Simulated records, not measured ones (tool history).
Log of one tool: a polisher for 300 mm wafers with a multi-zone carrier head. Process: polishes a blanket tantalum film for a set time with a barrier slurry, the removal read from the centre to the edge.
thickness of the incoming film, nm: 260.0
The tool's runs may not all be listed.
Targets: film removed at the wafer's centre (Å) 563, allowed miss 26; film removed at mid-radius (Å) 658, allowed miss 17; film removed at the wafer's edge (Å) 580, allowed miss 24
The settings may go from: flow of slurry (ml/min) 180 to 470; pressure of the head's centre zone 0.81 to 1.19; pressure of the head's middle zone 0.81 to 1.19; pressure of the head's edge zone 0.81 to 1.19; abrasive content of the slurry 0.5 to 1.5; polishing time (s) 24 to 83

run	day	flow of slurry (ml/min)	pressure of the head's centre zone	pressure of the head's middle zone	pressure of the head's edge zone	abrasive content of the slurry	polishing time (s)	film removed at the wafer's centre (Å)	film removed at mid-radius (Å)	film removed at the wafer's edge (Å)
1	0	300	1	1	1	1	53	825.58	832.23	856.27
2	0.179	300	0.99	1.01	0.98	0.9	51	760.15	777.65	754.07
3	0.233	295	0.96	1	0.96	0.85	51	703.04	752.46	727.94
4	0.438	365	0.96	1	0.96	0.85	51	711.64	759.02	747.54
5	0.804	365	0.96	1	0.96	0.85	60	830.77	894.97	874.18
6	0.871	360	0.95	0.99	0.94	0.8	59	819.43	843.26	842.06
7	1.175	360	0.93	1	0.92	0.75	58	748.44	803.45	784.83
8	1.325	360	0.91	1.05	0.82	0.5	51	434.78	505.91	436.81
9	1.533	365	0.92	1.06	0.85	0.5	51	430.03	513.25	448.47
10	1.683	365	0.95	1.07	0.88	0.55	51	522.6	585.39	516.9
11	1.821	375	0.95	1.08	0.89	0.55	51	503.46	586.26	517.41
12	2.096	380	0.96	1.09	0.9	0.55	51	506.87	592.39	521.04
13	2.217	385	0.97	1.1	0.91	0.55	51	521.3	603.33	528.58
14	2.35	390	0.97	1.11	0.92	0.55	51	521.95	598.03	527.59
15	2.692	390	0.97	1.11	0.92	0.55	51	515.64	599.88	519.84
16	2.721	390	0.97	1.11	0.94	0.55	51	527.16	601.08	529.71
17	2.846	395	0.97	1.12	0.95	0.55	51	508.1	610.38	526.08
18	3.179	390	1.03	1.12	1.02	0.8	52	775.66	833.36	743.86
19	3.267	370	1.01	1.11	0.99	0.8	52	756.19	824.51	769.51
20	3.367	405	0.98	1.16	0.99	0.55	40	422.67	493.65	422.4
21	3.646	405	0.98	1.16	1.01	0.6	40	455	536.17	480.75
22	3.938	405	0.98	1.17	1.01	0.65	40	495.63	578.26	497.55
23	4.038	405	0.98	1.17	1.02	0.65	40	501.19	584.68	514.66

5 next moves are on the table. One of them brings every result within its allowed miss. Which?
A	4.138	365	0.95	1.1	1.17	1.1	36	?	?	?
B	4.138	450	0.91	1.19	1.06	0.75	40	?	?	?
C	4.138	280	0.91	1.11	1	0.55	61	?	?	?
D	4.138	360	0.84	1.09	1.15	0.65	49	?	?	?
E	4.138	335	1	1.17	1.02	0.55	54	?	?	?

move	film removed at the wafer's centre (Å)	film removed at mid-radius (Å)	film removed at the wafer's edge (Å)
A	555.91	653.37	642.14
B	502.26	658.44	572.16
C	562.81	698.43	633.06
D	502.69	664.22	651.94
E	559.59	658.78	573.45
A: brings the result that was furthest off to its target, and leaves another outside
B: brings the result that was furthest off to its target, and leaves another outside
C: takes the result that was furthest off past its target
D: brings the result that was furthest off to its target, and leaves another outside
E: meets every target
Move E is the one to make.

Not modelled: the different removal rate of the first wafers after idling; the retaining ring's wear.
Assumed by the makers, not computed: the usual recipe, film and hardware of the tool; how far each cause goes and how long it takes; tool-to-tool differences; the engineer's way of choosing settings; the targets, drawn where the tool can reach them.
